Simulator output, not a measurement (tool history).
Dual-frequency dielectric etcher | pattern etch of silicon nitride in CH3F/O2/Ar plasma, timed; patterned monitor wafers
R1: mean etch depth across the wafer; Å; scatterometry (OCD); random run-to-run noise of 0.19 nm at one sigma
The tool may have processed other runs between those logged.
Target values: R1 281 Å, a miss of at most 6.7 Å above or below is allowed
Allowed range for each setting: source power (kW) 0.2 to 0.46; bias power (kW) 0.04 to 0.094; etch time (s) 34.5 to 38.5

{"run": 1, "hour": 0.0, "source power (kW)": 0.33, "bias power (kW)": 0.067, "etch time (s)": 38.5, "R1": 249.86}
{"run": 2, "hour": 6.8, "source power (kW)": 0.35, "bias power (kW)": 0.068, "etch time (s)": 38.5, "R1": 258.16}
{"run": 3, "hour": 12.9, "source power (kW)": 0.35, "bias power (kW)": 0.077, "etch time (s)": 38.5, "R1": 265.74}
{"run": 4, "hour": 19.7, "source power (kW)": 0.32, "bias power (kW)": 0.077, "etch time (s)": 38.5, "R1": 256.02}
{"run": 5, "hour": 23.3, "source power (kW)": 0.32, "bias power (kW)": 0.077, "etch time (s)": 34.5, "R1": 230.98}
{"run": 6, "hour": 30.6, "source power (kW)": 0.27, "bias power (kW)": 0.077, "etch time (s)": 34.5, "R1": 208.16}
{"run": 7, "hour": 33.5, "source power (kW)": 0.3, "bias power (kW)": 0.078, "etch time (s)": 34.5, "R1": 222.57}
{"run": 8, "hour": 40.5, "source power (kW)": 0.32, "bias power (kW)": 0.079, "etch time (s)": 34.5, "R1": 230.97}
{"run": 9, "hour": 44.2, "source power (kW)": 0.34, "bias power (kW)": 0.08, "etch time (s)": 34.5, "R1": 239.72}
{"run": 10, "hour": 50.8, "source power (kW)": 0.4, "bias power (kW)": 0.086, "etch time (s)": 35, "R1": 268}

Exactly one of the 4 candidate moves below puts every result within its allowed miss. Which one?
{"run": "A", "hour": 57.4, "source power (kW)": 0.4, "bias power (kW)": 0.08, "etch time (s)": 36, "R1": "?"}
{"run": "B", "hour": 57.4, "source power (kW)": 0.44, "bias power (kW)": 0.094, "etch time (s)": 34.5, "R1": "?"}
{"run": "C", "hour": 57.4, "source power (kW)": 0.41, "bias power (kW)": 0.082, "etch time (s)": 34.5, "R1": "?"}
{"run": "D", "hour": 57.4, "source power (kW)": 0.41, "bias power (kW)": 0.091, "etch time (s)": 34.5, "R1": "?"}

move=A R1=267.42
move=B R1=281.4
move=C R1=261.26
move=D R1=269.32
A: no better and no worse than the last run
B: each result inside its tolerance
C: misses by more than the last run did
D: moves toward the targets from the last run without getting all of them in spec
B meets every target.

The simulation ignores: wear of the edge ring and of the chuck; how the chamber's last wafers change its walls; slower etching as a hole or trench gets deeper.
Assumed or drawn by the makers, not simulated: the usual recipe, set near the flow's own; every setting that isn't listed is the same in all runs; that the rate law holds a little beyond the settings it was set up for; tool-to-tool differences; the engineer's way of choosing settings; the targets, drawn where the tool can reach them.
